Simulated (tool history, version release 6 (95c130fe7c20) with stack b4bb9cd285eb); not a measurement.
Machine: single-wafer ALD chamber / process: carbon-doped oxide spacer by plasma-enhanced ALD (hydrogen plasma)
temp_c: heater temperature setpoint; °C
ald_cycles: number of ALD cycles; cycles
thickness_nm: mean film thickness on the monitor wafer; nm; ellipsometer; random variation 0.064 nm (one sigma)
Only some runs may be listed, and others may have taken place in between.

run,hour,temp_c,ald_cycles,thickness_nm
1,0.0,405,398,18.154
2,8.2,404,408,18.572
3,9.3,403,418,19.020
4,11.0,412,418,18.750
# hour 13.2: thermocouple changed; heater temperature recalibrated
5,13.2,412,428,18.778
6,15.7,408,428,18.952
7,22.4,407,440,19.575
8,29.1,406,448,20.074
9,30.1,405,453,20.381

Expected results for the next run?
10,37.2,404,457,?

Run 10 came out at thickness_nm 20.696 nm.
